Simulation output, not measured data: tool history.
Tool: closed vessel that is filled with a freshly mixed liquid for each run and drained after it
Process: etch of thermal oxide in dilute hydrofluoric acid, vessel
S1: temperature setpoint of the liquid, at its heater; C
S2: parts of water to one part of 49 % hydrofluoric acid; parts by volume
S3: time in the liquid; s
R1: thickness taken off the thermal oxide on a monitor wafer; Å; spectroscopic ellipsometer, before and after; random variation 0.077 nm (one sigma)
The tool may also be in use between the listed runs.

Run 1, hour 0: S1 24 C, S2 160 parts by volume, S3 695 s. Result: R1 187.32 Å.
Run 2, hour 4: S1 24 C, S2 160 parts by volume, S3 695 s. Result: R1 185.79 Å.
Run 3, hour 6.8: S1 22 C, S2 175 parts by volume, S3 695 s. Result: R1 155.59 Å.
Run 4, hour 8.6: S1 20.5 C, S2 185 parts by volume, S3 695 s. Result: R1 137.02 Å.
Run 5, hour 15.9: S1 23 C, S2 185 parts by volume, S3 695 s. Result: R1 152.16 Å.
Run 6, hour 25.1: S1 25.5 C, S2 185 parts by volume, S3 695 s. Result: R1 166.77 Å.
Run 7, hour 34.5: S1 23 C, S2 195 parts by volume, S3 695 s. Result: R1 142.83 Å.
Run 8, hour 42.4: S1 21.5 C, S2 200 parts by volume, S3 695 s. Result: R1 129.96 Å.
Run 9, hour 49.6: S1 20 C, S2 205 parts by volume, S3 695 s. Result: R1 120.05 Å.

Forecast run 10:
Run 10, hour 54.7: S1 19 C, S2 210 parts by volume, S3 695 s. Result: R1 ?.

{"run 10": {"R1": 112.7}}
